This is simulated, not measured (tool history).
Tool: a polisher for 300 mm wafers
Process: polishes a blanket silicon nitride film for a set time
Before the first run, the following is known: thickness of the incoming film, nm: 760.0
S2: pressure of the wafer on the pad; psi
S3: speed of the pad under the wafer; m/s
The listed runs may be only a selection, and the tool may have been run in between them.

{"run": 1, "hour": 0.0, "flow of slurry (ml/min)": 230, "S2": 3.3, "S3": 1.1, "polishing time (s)": 24, "film removed (Å)": 389.59}
{"run": 2, "hour": 8.4, "flow of slurry (ml/min)": 230, "S2": 2.9, "S3": 1.04, "polishing time (s)": 24, "film removed (Å)": 338.1}
{"run": 3, "hour": 16.1, "flow of slurry (ml/min)": 230, "S2": 3.7, "S3": 1.04, "polishing time (s)": 24, "film removed (Å)": 411.85}
{"run": 4, "hour": 24.4, "flow of slurry (ml/min)": 230, "S2": 2.9, "S3": 1.04, "polishing time (s)": 24, "film removed (Å)": 327}
{"run": 5, "hour": 31.3, "flow of slurry (ml/min)": 230, "S2": 2.6, "S3": 1, "polishing time (s)": 24, "film removed (Å)": 292.91}
{"run": 6, "hour": 39.3, "flow of slurry (ml/min)": 230, "S2": 2.3, "S3": 0.96, "polishing time (s)": 24, "film removed (Å)": 262.07}

Estimate the outcome of run 7 from the log above:
{"run": 7, "hour": 42.0, "flow of slurry (ml/min)": 230, "S2": 2.1, "S3": 0.94, "polishing time (s)": 24, "film removed (Å)": "?"}

film removed (Å): 243.01
